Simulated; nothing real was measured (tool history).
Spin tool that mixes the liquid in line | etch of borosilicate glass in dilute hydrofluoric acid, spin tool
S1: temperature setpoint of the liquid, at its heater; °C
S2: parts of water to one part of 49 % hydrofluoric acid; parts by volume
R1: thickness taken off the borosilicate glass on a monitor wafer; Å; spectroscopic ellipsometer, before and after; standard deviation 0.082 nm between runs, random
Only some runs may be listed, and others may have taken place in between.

{"run": 1, "day": 0.0, "S1": 21, "S2": 190, "time under the liquid (s)": 35, "R1": 75.966}
{"run": 2, "day": 0.138, "S1": 22.5, "S2": 175, "time under the liquid (s)": 35, "R1": 89.334}
{"run": 3, "day": 0.417, "S1": 19.5, "S2": 175, "time under the liquid (s)": 35, "R1": 79.565}
{"run": 4, "day": 0.629, "S1": 17, "S2": 175, "time under the liquid (s)": 35, "R1": 71.414}
{"run": 5, "day": 0.875, "S1": 19, "S2": 165, "time under the liquid (s)": 35, "R1": 82.966}
{"run": 6, "day": 0.958, "S1": 19, "S2": 165, "time under the liquid (s)": 35, "R1": 83.587}
{"run": 7, "day": 1.238, "S1": 20.5, "S2": 155, "time under the liquid (s)": 35, "R1": 95.052}

The next listed run, before its measurement:
{"run": 8, "day": 1.525, "S1": 22, "S2": 150, "time under the liquid (s)": 35, "R1": "?"}

{"run 8": {"R1": 104.21}}

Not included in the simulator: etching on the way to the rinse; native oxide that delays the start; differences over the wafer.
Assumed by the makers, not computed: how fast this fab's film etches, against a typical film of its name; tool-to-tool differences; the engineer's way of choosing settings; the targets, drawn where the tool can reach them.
